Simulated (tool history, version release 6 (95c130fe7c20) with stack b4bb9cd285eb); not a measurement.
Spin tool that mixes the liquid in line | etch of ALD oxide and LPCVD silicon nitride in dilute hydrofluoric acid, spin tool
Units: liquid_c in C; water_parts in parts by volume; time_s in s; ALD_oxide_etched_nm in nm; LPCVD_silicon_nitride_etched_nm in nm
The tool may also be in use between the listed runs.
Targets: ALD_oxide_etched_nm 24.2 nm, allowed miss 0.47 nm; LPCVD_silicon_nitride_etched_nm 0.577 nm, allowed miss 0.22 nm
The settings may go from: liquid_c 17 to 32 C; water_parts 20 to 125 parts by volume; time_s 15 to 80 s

run  hour  liquid_c  water_parts  time_s  ALD_oxide_etched_nm  LPCVD_silicon_nitride_etched_nm
  1     0        24           70      40               12.764                          0.32788
  2   4.3        24           70      55               17.558                           0.3794
  3   8.3        27           70      55               19.426                          0.43254
  4  13.8        30           70      55               22.115                          0.48788
  5  21.8      30.5           70      55               22.246                          0.53927
  6  30.6      27.5           70      55               20.074                          0.46331
  7  37.4        29           70      55               21.349                          0.60838
  8  41.7      29.5           70      55               21.692                          0.47714
  9  49.4        30           70      55               21.962                          0.59255
 10    54      30.5           70      55               22.416                          0.68575

5 next moves are on the table. One of them brings every result within its allowed miss. Which?
  A  58.6        30           80      60                    ?                                ?
  B  58.6        32           50      35                    ?                                ?
  C  58.6        26           60      60                    ?                                ?
  D  58.6        32           75      50                    ?                                ?
  E  58.6      29.5           65      60                    ?                                ?

move  ALD_oxide_etched_nm  LPCVD_silicon_nitride_etched_nm
   A               20.879                          0.57093
   B               22.034                          0.60427
   C               24.486                          0.58626
   D               20.172                          0.57575
   E                25.77                           0.6803
A: further off than the last run
B: further off than the last run
C: meets every target
D: further off than the last run
E: takes the result that was furthest off past its target
Move C is the one to make.
